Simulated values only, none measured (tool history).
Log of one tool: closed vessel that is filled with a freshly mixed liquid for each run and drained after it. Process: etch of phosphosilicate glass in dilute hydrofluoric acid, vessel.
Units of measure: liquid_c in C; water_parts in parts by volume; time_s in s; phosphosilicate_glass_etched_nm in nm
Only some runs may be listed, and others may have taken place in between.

| run | hour | liquid_c | water_parts | time_s | phosphosilicate_glass_etched_nm |
|---|---|---|---|---|---|
| 1 | 0 | 23 | 160 | 95 | 51.464 |
| 2 | 8.6 | 23 | 125 | 95 | 68.788 |
| 3 | 13.8 | 23.5 | 125 | 95 | 70.459 |
| 4 | 18 | 23.5 | 125 | 95 | 70.276 |
|  | 22.2 | thermometer replaced |
| 5 | 22.2 | 23.5 | 125 | 95 | 67.203 |
| 6 | 30.8 | 24 | 125 | 95 | 67.784 |
| 7 | 34.8 | 24 | 120 | 95 | 71.824 |
| 8 | 43.6 | 24.5 | 120 | 95 | 72.707 |

Run 9 is up next; what results do you expect?
| 9 | 47.7 | 25 | 120 | 95 | ? |

phosphosilicate_glass_etched_nm: 74.574 nm
